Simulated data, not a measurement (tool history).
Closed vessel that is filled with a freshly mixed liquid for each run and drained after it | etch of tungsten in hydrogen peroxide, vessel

| run | hour | temperature setpoint of the liquid (K) | concentration of hydrogen peroxide in the mixed liquid (% by weight) | time in the liquid (s) | thickness taken off the tungsten on a monitor wafer (nm) |
|---|---|---|---|---|---|
| 1 | 0.0 | 324.15 | 17.5 | 95 | 180.05 |
| 2 | 7.6 | 324.15 | 17.5 | 100 | 189.27 |
| 3 | 15.2 | 322.65 | 17.5 | 100 | 175.52 |
| 4 | 24.0 | 321.65 | 17.5 | 100 | 162.14 |
| 5 | 29.8 | 321.65 | 17.5 | 95 | 153.69 |
| 6 | 37.0 | 321.65 | 17.5 | 95 | 156.20 |

The next listed run, before its measurement:
| 7 | 46.1 | 321.65 | 17.5 | 95 | ? |

{"run 7": {"thickness taken off the tungsten on a monitor wafer (nm)": 156.13}}
